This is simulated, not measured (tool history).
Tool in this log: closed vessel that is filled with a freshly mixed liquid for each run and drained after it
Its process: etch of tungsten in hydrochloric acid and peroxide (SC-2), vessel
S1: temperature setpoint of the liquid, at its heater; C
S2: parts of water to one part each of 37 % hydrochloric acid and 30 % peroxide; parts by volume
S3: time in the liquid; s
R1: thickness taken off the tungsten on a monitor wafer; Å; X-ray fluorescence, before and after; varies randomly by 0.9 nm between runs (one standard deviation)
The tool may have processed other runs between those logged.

run,hour,S1,S2,S3,R1
1,0,64,6,100,618.48
2,8.2,64,8,100,502.05
3,16.9,65.5,7.5,100,568.92
4,21.3,66.5,7,100,644.03
5,26.5,59.5,7,100,423.75
6,30.4,61.5,6.5,100,511.49

Estimate the outcome of run 7 from the log above:
7,33.5,63.5,6,100,?

R1: 600.21 Å

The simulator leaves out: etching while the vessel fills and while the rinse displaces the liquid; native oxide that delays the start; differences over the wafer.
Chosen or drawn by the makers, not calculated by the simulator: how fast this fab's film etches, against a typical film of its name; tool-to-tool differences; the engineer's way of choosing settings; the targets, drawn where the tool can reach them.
